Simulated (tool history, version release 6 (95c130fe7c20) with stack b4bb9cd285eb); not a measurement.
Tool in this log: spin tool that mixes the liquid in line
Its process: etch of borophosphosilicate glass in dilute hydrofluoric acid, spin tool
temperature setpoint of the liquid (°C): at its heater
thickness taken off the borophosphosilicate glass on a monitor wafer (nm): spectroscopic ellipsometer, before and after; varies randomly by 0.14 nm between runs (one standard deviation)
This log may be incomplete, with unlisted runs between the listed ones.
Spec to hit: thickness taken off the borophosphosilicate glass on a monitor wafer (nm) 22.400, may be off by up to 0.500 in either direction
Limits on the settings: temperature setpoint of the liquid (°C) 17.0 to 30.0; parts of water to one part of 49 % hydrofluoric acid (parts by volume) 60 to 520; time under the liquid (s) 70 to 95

| run | hour | temperature setpoint of the liquid (°C) | parts of water to one part of 49 % hydrofluoric acid (parts by volume) | time under the liquid (s) | thickness taken off the borophosphosilicate glass on a monitor wafer (nm) |
|---|---|---|---|---|---|
| 1 | 0.0 | 22.0 | 290 | 95 | 12.223 |
| 2 | 7.3 | 23.5 | 275 | 95 | 13.754 |
| 3 | 15.2 | 23.5 | 350 | 95 | 10.097 |
| 4 | 20.9 | 23.5 | 250 | 95 | 15.590 |
| 5 | 24.2 | 25.0 | 245 | 95 | 16.746 |
| 6 | 24.9 | 26.0 | 240 | 95 | 17.795 |
| 7 | 26.8 | 27.0 | 235 | 95 | 19.079 |
| 8 | 32.4 | 27.5 | 235 | 95 | 19.447 |
| 9 | 37.1 | 27.5 | 235 | 95 | 19.338 |
| 10 | 38.4 | 28.0 | 230 | 95 | 20.214 |
| 11 | 40.4 | 28.5 | 230 | 95 | 20.706 |
| 12 | 44.7 | 29.0 | 230 | 95 | 20.917 |
| 13 | 45.5 | 29.5 | 225 | 95 | 21.883 |

5 candidate next runs follow, results not yet known. Just one meets every target within its allowed miss. Identify it.
| A | 46.3 | 30.0 | 225 | 95 | ? |
| B | 46.3 | 27.5 | 220 | 95 | ? |
| C | 46.3 | 29.5 | 215 | 95 | ? |
| D | 46.3 | 30.0 | 165 | 70 | ? |
| E | 46.3 | 27.0 | 200 | 95 | ? |

| move | thickness taken off the borophosphosilicate glass on a monitor wafer (nm) |
|---|---|
| A | 22.212 |
| B | 20.962 |
| C | 23.126 |
| D | 24.036 |
| E | 23.178 |
A: all results land within tolerance of their targets
B: misses by more than the last run did
C: the result that was furthest off in the last run now lies on the other side of its target
D: the result that was furthest off in the last run now lies on the other side of its target
E: the result that was furthest off in the last run now lies on the other side of its target
The move that meets every target is A.
